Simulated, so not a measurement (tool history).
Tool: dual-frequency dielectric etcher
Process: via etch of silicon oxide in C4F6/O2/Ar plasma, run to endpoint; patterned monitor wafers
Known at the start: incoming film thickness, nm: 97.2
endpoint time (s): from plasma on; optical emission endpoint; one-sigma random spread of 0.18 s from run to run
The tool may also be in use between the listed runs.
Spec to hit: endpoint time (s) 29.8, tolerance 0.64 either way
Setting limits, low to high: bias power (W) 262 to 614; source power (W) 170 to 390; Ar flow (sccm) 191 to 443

| run | hour | bias power (W) | source power (W) | Ar flow (sccm) | endpoint time (s) |
|---|---|---|---|---|---|
| 1 | 0 | 438 | 280 | 317 | 23.881 |
| 2 | 5.9 | 438 | 230 | 317 | 25.556 |
| 3 | 13.8 | 496 | 230 | 317 | 24.277 |
| 4 | 15.3 | 496 | 250 | 317 | 23.629 |
| 5 | 22.4 | 496 | 250 | 271 | 23.015 |
| 6 | 24.5 | 496 | 270 | 271 | 22.345 |
| 7 | 26.9 | 436 | 250 | 278 | 24.535 |
| 8 | 34.1 | 391 | 240 | 281 | 26.159 |
| 9 | 37.1 | 358 | 240 | 282 | 27.3 |
| 10 | 44.4 | 276 | 230 | 284 | 31.361 |
| 11 | 49.7 | 286 | 230 | 284 | 31.111 |

Of the 5 settings listed for the next run, only one would bring every result within its allowed miss of target. Which one?
| A | 55 | 353 | 220 | 238 | ? |
| B | 55 | 268 | 240 | 304 | ? |
| C | 55 | 282 | 220 | 259 | ? |
| D | 55 | 307 | 230 | 310 | ? |
| E | 55 | 294 | 270 | 299 | ? |

| move | endpoint time (s) |
|---|---|
| A | 27.945 |
| B | 31.314 |
| C | 31.226 |
| D | 30.022 |
| E | 28.518 |
A: pushes the last run's worst result past its target
B: the biggest miss grows against the last run
C: the biggest miss grows against the last run
D: meets every target
E: pushes the last run's worst result past its target
The right move is D.
